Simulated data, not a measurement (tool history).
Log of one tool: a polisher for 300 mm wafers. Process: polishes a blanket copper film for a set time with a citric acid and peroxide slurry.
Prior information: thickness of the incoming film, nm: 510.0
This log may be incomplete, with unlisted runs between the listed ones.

run	day	flow of slurry (ml/min)	pressure of the wafer on the pad (psi)	speed of the pad under the wafer (cm/s)	abrasive content of the slurry	polishing time (s)	film removed (nm)
1	0.000	270	2.5	92	1.0	62	93.579
2	0.329	240	2.5	92	1.0	62	90.582
3	0.704	230	2.2	90	1.0	62	80.026
4	0.779	230	2.2	90	0.8	62	77.204
5	1.083	230	2.2	100	0.8	62	83.738
6	1.146	225	2.0	96	0.8	62	74.906
7	1.433	220	1.8	92	0.8	62	65.290
8	1.658	215	1.1	84	0.8	62	39.425

Run 9 comes next. What will it give?
9	1.904	215	1.2	84	0.8	62	?

film removed (nm): 42.218

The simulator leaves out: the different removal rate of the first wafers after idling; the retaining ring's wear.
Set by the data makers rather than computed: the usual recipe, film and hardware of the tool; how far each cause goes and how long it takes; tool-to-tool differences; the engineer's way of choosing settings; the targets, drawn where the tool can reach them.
